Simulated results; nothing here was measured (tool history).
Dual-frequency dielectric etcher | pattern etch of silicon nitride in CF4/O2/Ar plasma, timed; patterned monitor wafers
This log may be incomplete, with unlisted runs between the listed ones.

run  hour  source power (kW)  bias power (kW)  Ar flow (sccm)  CF4 flow (sccm)  etch time (s)  mean etch depth across the wafer (angstrom)
  1   0.0              0.480            0.058             139               84          223.0                                       4058.2
  2   4.2              0.440            0.058             139               84          223.0                                       3798.9
  3   8.6              0.410            0.058             139               84          223.0                                       3571.6
  4  15.3              0.440            0.058             139               84          223.0                                       3777.2
  5  21.5              0.410            0.058             139               84          223.0                                       3525.7
  6  29.0              0.390            0.058             139               84          223.0                                       3464.5

Predict the results of run 7:
  7  37.1              0.370            0.058             139               84          223.0                                            ?

{"run 7": {"mean etch depth across the wafer (angstrom)": 3317.8}}
